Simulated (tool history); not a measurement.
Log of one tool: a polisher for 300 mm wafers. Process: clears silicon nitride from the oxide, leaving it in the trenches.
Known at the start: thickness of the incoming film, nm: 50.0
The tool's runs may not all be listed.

run  hour  flow of slurry (ml/min)  pressure of the wafer on the pad (psi)  speed of the pad under the wafer (m/s)  overpolish time after the end point (s)  time until the end point was called (s)
  1   0.0                      125                                     1.9                                    0.90                                       33                                   99.668
  2   2.9                      125                                     2.4                                    0.90                                       33                                   79.701
  3   6.1                      125                                     2.4                                    0.90                                       33                                   80.454
  4  10.9                      125                                     2.4                                    0.90                                       35                                   78.512
     13.8  -- slurry nozzle cleaned
  5  13.8                      125                                     2.4                                    0.90                                       33                                   71.123
  6  19.4                       95                                     2.4                                    0.90                                       33                                   77.857

The next listed run, before its measurement:
  7  24.5                       95                                     2.3                                    0.90                                       33                                        ?

Run 7 gave time until the end point was called (s) 80.782.

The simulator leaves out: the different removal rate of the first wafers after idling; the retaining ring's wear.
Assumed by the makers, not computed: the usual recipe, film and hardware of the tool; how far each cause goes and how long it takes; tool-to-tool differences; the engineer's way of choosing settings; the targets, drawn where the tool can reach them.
